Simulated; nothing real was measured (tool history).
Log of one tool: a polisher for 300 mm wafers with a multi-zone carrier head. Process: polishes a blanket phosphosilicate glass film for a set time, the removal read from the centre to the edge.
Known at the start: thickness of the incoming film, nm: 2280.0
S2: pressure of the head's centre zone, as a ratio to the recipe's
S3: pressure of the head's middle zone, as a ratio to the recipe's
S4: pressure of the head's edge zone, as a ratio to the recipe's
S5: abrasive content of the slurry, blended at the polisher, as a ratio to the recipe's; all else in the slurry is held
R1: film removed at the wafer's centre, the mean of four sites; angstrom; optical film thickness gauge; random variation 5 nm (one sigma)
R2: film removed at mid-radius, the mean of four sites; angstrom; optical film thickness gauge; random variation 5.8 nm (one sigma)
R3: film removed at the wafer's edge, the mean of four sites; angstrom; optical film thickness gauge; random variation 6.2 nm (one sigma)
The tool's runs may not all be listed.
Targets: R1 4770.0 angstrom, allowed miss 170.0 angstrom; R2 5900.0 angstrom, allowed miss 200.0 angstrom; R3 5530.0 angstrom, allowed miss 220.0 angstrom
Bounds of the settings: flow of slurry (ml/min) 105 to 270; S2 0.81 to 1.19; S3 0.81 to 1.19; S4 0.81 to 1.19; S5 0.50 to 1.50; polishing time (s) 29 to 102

{"run": 1, "hour": 0.0, "flow of slurry (ml/min)": 175, "S2": 1.0, "S3": 1.0, "S4": 1.0, "S5": 1.0, "polishing time (s)": 65, "R1": 9456.5, "R2": 9609.8, "R3": 9372.1}
{"run": 2, "hour": 7.7, "flow of slurry (ml/min)": 175, "S2": 1.05, "S3": 1.0, "S4": 1.0, "S5": 1.0, "polishing time (s)": 65, "R1": 9848.8, "R2": 9673.5, "R3": 9690.8}
{"run": 3, "hour": 8.4, "flow of slurry (ml/min)": 175, "S2": 1.05, "S3": 1.0, "S4": 1.0, "S5": 1.0, "polishing time (s)": 57, "R1": 8692.6, "R2": 8525.0, "R3": 8354.1}
{"run": 4, "hour": 13.9, "flow of slurry (ml/min)": 160, "S2": 0.97, "S3": 1.01, "S4": 1.02, "S5": 0.85, "polishing time (s)": 55, "R1": 6678.8, "R2": 7217.8, "R3": 7016.1}
{"run": 5, "hour": 16.4, "flow of slurry (ml/min)": 160, "S2": 0.97, "S3": 1.01, "S4": 1.02, "S5": 0.85, "polishing time (s)": 65, "R1": 7977.5, "R2": 8537.4, "R3": 8353.0}
{"run": 6, "hour": 24.7, "flow of slurry (ml/min)": 150, "S2": 0.92, "S3": 1.01, "S4": 1.0, "S5": 0.75, "polishing time (s)": 64, "R1": 6693.9, "R2": 7228.2, "R3": 7186.7}
{"run": 7, "hour": 25.2, "flow of slurry (ml/min)": 110, "S2": 0.82, "S3": 1.11, "S4": 0.96, "S5": 0.55, "polishing time (s)": 62, "R1": 3396.9, "R2": 4537.5, "R3": 4192.6}
{"run": 8, "hour": 33.8, "flow of slurry (ml/min)": 145, "S2": 0.82, "S3": 1.09, "S4": 0.97, "S5": 0.55, "polishing time (s)": 62, "R1": 3688.6, "R2": 4799.1, "R3": 4376.1}
{"run": 9, "hour": 35.4, "flow of slurry (ml/min)": 160, "S2": 0.84, "S3": 1.09, "S4": 1.02, "S5": 0.55, "polishing time (s)": 62, "R1": 3918.3, "R2": 4884.8, "R3": 4607.3}
{"run": 10, "hour": 43.6, "flow of slurry (ml/min)": 150, "S2": 0.85, "S3": 1.09, "S4": 1.01, "S5": 0.6, "polishing time (s)": 61, "R1": 4487.5, "R2": 5406.5, "R3": 5117.5}
{"run": 11, "hour": 51.9, "flow of slurry (ml/min)": 140, "S2": 0.85, "S3": 1.12, "S4": 1.02, "S5": 0.6, "polishing time (s)": 61, "R1": 4443.5, "R2": 5496.0, "R3": 5161.8}
{"run": 12, "hour": 53.4, "flow of slurry (ml/min)": 130, "S2": 0.86, "S3": 1.14, "S4": 1.02, "S5": 0.6, "polishing time (s)": 61, "R1": 4267.8, "R2": 5407.2, "R3": 5101.5}
{"run": 13, "hour": 55.6, "flow of slurry (ml/min)": 135, "S2": 0.87, "S3": 1.15, "S4": 1.03, "S5": 0.6, "polishing time (s)": 61, "R1": 4410.7, "R2": 5657.1, "R3": 5226.7}
{"run": 14, "hour": 62.0, "flow of slurry (ml/min)": 140, "S2": 0.88, "S3": 1.15, "S4": 1.04, "S5": 0.6, "polishing time (s)": 61, "R1": 4610.1, "R2": 5626.5, "R3": 5168.6}
{"run": 15, "hour": 66.9, "flow of slurry (ml/min)": 135, "S2": 0.88, "S3": 1.16, "S4": 1.05, "S5": 0.6, "polishing time (s)": 61, "R1": 4490.1, "R2": 5633.8, "R3": 5206.8}

Which of these 5 next moves meets every target?
{"run": "A", "hour": 71.8, "flow of slurry (ml/min)": 105, "S2": 0.88, "S3": 1.13, "S4": 1.14, "S5": 0.65, "polishing time (s)": 59, "R1": "?", "R2": "?", "R3": "?"}
{"run": "B", "hour": 71.8, "flow of slurry (ml/min)": 130, "S2": 0.89, "S3": 1.15, "S4": 1.06, "S5": 0.65, "polishing time (s)": 59, "R1": "?", "R2": "?", "R3": "?"}
{"run": "C", "hour": 71.8, "flow of slurry (ml/min)": 160, "S2": 0.86, "S3": 1.16, "S4": 1.07, "S5": 0.5, "polishing time (s)": 80, "R1": "?", "R2": "?", "R3": "?"}
{"run": "D", "hour": 71.8, "flow of slurry (ml/min)": 115, "S2": 0.9, "S3": 1.03, "S4": 1.15, "S5": 0.6, "polishing time (s)": 63, "R1": "?", "R2": "?", "R3": "?"}
{"run": "E", "hour": 71.8, "flow of slurry (ml/min)": 180, "S2": 0.87, "S3": 1.19, "S4": 1.0, "S5": 0.65, "polishing time (s)": 52, "R1": "?", "R2": "?", "R3": "?"}

move=A R1=4425.4 R2=5494.7 R3=5364.5
move=B R1=4807.9 R2=5917.5 R3=5449.5
move=C R1=4238.1 R2=5377.7 R3=4875.4
move=D R1=4453.0 R2=5095.4 R3=5241.9
move=E R1=4491.0 R2=5714.5 R3=4941.9
A: further off than the last run
B: meets every target
C: further off than the last run
D: further off than the last run
E: further off than the last run
Answer: B
